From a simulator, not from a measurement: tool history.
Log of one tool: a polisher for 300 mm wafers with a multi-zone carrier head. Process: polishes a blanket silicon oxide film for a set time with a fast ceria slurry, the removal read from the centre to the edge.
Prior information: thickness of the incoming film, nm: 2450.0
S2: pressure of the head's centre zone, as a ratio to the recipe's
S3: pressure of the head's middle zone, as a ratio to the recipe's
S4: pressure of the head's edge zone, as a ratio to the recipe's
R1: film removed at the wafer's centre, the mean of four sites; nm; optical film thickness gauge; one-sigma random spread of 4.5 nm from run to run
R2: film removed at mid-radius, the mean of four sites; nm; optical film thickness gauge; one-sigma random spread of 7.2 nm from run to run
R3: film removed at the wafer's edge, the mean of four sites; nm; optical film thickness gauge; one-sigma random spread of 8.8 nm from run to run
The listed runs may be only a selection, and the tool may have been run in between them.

run 1 hour=0 | flow_of_slurry_(ml/min)=260 S2=1 S3=1 S4=1 polishing_time_(s)=69 | R1=747.93 R2=745.57 R3=762.2
run 2 hour=5.4 | flow_of_slurry_(ml/min)=260 S2=1 S3=1 S4=1 polishing_time_(s)=83 | R1=908.61 R2=900.58 R3=934.8
run 3 hour=8.5 | flow_of_slurry_(ml/min)=260 S2=1 S3=0.98 S4=0.99 polishing_time_(s)=81 | R1=869.97 R2=871.65 R3=897.5
run 4 hour=12.4 | flow_of_slurry_(ml/min)=260 S2=1.01 S3=0.96 S4=0.99 polishing_time_(s)=79 | R1=862.55 R2=809.34 R3=866.48
run 5 hour=19.3 | flow_of_slurry_(ml/min)=255 S2=1 S3=0.95 S4=0.98 polishing_time_(s)=78 | R1=847.13 R2=813.16 R3=852.75
run 6 hour=26.1 | flow_of_slurry_(ml/min)=255 S2=1 S3=0.95 S4=1.05 polishing_time_(s)=78 | R1=842.9 R2=803.34 R3=892.77

Predict the results of run 7:
run 7 hour=30.1 | flow_of_slurry_(ml/min)=255 S2=1 S3=0.95 S4=1.05 polishing_time_(s)=78 | R1=? R2=? R3=?

R1: 847.72 nm
R2: 810.74 nm
R3: 882.21 nm
